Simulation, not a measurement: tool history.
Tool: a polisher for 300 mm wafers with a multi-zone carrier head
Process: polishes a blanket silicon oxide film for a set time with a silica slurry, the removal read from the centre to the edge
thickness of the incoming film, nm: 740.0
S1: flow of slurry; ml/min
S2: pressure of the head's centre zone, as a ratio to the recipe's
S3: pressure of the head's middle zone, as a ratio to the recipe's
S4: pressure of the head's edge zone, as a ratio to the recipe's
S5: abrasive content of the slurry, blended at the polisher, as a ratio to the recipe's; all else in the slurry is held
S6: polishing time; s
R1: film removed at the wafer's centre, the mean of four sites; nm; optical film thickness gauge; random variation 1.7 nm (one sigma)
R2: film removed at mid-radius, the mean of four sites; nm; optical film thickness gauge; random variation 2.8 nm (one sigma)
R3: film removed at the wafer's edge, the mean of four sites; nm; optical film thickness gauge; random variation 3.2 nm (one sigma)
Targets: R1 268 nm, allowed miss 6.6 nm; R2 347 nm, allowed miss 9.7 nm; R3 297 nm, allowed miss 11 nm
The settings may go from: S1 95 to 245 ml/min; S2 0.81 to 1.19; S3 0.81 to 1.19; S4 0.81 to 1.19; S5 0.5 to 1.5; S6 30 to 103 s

run 1 hour=0 | S1=155 S2=1 S3=1 S4=1 S5=1 S6=66 | R1=250.99 R2=256.02 R3=250.67
run 2 hour=4.6 | S1=165 S2=0.99 S3=1.03 S4=1.02 S5=1 S6=66 | R1=248.45 R2=262.05 R3=255.22
run 3 hour=12 | S1=165 S2=0.99 S3=1.03 S4=0.95 S5=1 S6=66 | R1=250.12 R2=263.39 R3=243.25
run 4 hour=16.5 | S1=165 S2=0.99 S3=1.03 S4=0.95 S5=1.15 S6=66 | R1=270.09 R2=288.01 R3=270.49
run 5 hour=20.1 | S1=175 S2=0.98 S3=1.06 S4=0.96 S5=1.15 S6=66 | R1=271.45 R2=296.57 R3=269.89
run 6 hour=26.1 | S1=180 S2=0.97 S3=1.08 S4=0.98 S5=1.15 S6=66 | R1=272.59 R2=300.3 R3=275.87
run 7 hour=34.6 | S1=180 S2=0.95 S3=1.1 S4=0.98 S5=1.15 S6=66 | R1=264.7 R2=312.26 R3=273.88
run 8 hour=42 | S1=185 S2=0.94 S3=1.11 S4=0.99 S5=1.15 S6=66 | R1=261.42 R2=307.98 R3=278.83

5 next moves are on the table. One of them brings every result within its allowed miss. Which?
run A hour=49.4 | S1=205 S2=0.93 S3=1.19 S4=0.86 S5=1.05 S6=73 | R1=? R2=? R3=?
run B hour=49.4 | S1=215 S2=0.99 S3=0.95 S4=1.11 S5=1.2 S6=61 | R1=? R2=? R3=?
run C hour=49.4 | S1=170 S2=0.9 S3=1.18 S4=1 S5=1.1 S6=72 | R1=? R2=? R3=?
run D hour=49.4 | S1=145 S2=1.01 S3=1.02 S4=1.03 S5=0.85 S6=77 | R1=? R2=? R3=?
run E hour=49.4 | S1=190 S2=0.92 S3=0.91 S4=1.19 S5=1.25 S6=62 | R1=? R2=? R3=?

move=A R1=275.53 R2=349.27 R3=278.4
move=B R1=266.28 R2=261.71 R3=282.35
move=C R1=264.61 R2=345.01 R3=296.4
move=D R1=258.68 R2=265.75 R3=263.98
move=E R1=253.08 R2=258.9 R3=300.1
A: brings the result that was furthest off to its target, and leaves another outside
B: further off than the last run
C: meets every target
D: further off than the last run
E: further off than the last run
Move C is the one to make.

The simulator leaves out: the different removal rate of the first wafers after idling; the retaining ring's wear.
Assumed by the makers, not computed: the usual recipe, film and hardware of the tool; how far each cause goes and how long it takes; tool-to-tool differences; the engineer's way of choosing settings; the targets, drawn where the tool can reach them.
